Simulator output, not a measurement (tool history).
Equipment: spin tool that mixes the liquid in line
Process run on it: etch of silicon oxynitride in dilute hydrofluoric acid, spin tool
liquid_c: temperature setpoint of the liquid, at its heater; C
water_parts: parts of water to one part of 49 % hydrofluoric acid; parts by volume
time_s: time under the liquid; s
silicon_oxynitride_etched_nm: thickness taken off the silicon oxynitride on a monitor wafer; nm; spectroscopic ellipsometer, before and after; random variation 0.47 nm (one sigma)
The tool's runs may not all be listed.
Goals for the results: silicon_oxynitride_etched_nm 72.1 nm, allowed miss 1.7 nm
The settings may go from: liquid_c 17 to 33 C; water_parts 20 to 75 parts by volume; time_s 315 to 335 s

| run | hour | liquid_c | water_parts | time_s | silicon_oxynitride_etched_nm |
|---|---|---|---|---|---|
| 1 | 0 | 25 | 45 | 315 | 38.275 |
| 2 | 4.7 | 26.5 | 45 | 315 | 40.613 |
| 3 | 11.6 | 29.5 | 45 | 315 | 47.481 |
| 4 | 14.7 | 30 | 45 | 315 | 48.697 |
| 5 | 21.4 | 32 | 45 | 315 | 53.387 |
| 6 | 28.5 | 33 | 45 | 315 | 55.711 |
| 7 | 37.2 | 33 | 30 | 315 | 85.096 |
| 8 | 43.6 | 32.5 | 30 | 315 | 83.713 |
| 9 | 45 | 29 | 30 | 315 | 70.381 |

Which one of the following 4 next-run settings gets every result inside its allowed miss? There is exactly one.
| A | 46.4 | 29.5 | 30 | 315 | ? |
| B | 46.4 | 30.5 | 30 | 315 | ? |
| C | 46.4 | 28.5 | 30 | 315 | ? |
| D | 46.4 | 31.5 | 35 | 315 | ? |

| move | silicon_oxynitride_etched_nm |
|---|---|
| A | 71.76 |
| B | 75.24 |
| C | 68.417 |
| D | 67.269 |
A: every result lands within tolerance
B: carries the result that was furthest off beyond its target, to the other side
C: lands further from the targets than the last run did
D: lands further from the targets than the last run did
The move that meets every target is A.
